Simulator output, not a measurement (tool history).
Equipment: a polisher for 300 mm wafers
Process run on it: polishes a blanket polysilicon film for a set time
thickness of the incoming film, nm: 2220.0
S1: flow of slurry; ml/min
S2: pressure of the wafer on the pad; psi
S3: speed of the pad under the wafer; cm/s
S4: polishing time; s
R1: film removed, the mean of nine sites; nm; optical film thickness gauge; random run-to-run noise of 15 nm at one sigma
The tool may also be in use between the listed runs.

{"run": 1, "hour": 0.0, "S1": 315, "S2": 3.1, "S3": 104, "S4": 91, "R1": 1031.5}
{"run": 2, "hour": 2.3, "S1": 315, "S2": 2.4, "S3": 104, "S4": 91, "R1": 837.04}
{"run": 3, "hour": 2.9, "S1": 315, "S2": 2.8, "S3": 104, "S4": 91, "R1": 944.41}
{"run": 4, "hour": 6.4, "S1": 355, "S2": 2.8, "S3": 104, "S4": 91, "R1": 947.21}
{"run": 5, "hour": 10.0, "S1": 355, "S2": 3.2, "S3": 104, "S4": 91, "R1": 1061.9}
{"run": 6, "hour": 13.3, "S1": 355, "S2": 3.4, "S3": 104, "S4": 91, "R1": 1116.3}
{"run": 7, "hour": 15.4, "S1": 355, "S2": 3.4, "S3": 104, "S4": 91, "R1": 1106.3}
{"run": 8, "hour": 22.7, "S1": 355, "S2": 3.6, "S3": 104, "S4": 91, "R1": 1198.5}

Run 9 has not been measured yet. What should we expect?
{"run": 9, "hour": 29.8, "S1": 355, "S2": 3.7, "S3": 104, "S4": 91, "R1": "?"}

For run 9 the tool returned R1 1211.50 nm.
